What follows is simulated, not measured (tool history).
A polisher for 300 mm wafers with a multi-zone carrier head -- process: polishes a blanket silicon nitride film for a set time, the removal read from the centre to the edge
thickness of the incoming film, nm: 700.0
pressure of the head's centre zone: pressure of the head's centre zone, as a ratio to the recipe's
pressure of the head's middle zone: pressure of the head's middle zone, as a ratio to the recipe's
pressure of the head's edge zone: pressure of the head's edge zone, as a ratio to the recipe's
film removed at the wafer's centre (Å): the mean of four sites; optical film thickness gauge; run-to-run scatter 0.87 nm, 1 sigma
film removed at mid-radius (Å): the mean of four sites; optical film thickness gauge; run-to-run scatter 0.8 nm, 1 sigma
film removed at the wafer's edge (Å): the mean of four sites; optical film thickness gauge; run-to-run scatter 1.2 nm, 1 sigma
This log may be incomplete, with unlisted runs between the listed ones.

run	hour	flow of slurry (ml/min)	pressure of the head's centre zone	pressure of the head's middle zone	pressure of the head's edge zone	polishing time (s)	film removed at the wafer's centre (Å)	film removed at mid-radius (Å)	film removed at the wafer's edge (Å)
1	0	180	1	1	1	33	664.98	650.51	686.15
2	2	180	1	1	1	26	516.54	513.59	543.22
3	4.3	180	1.04	1	1	26	542.29	517.99	529.11
4	7.3	195	1.05	1.05	1.03	29	622.03	602.1	587.84
5	10.2	195	1.05	1.05	1.03	33	706.45	687.41	675.87
6	14.9	205	1.05	1.07	1.04	34	709.69	714.65	717.27

Estimate the outcome of run 7 from the log above:
7	22.6	220	1.15	1.17	0.96	38	?	?	?

film removed at the wafer's centre (Å): 904.08
film removed at mid-radius (Å): 872.3
film removed at the wafer's edge (Å): 766.13
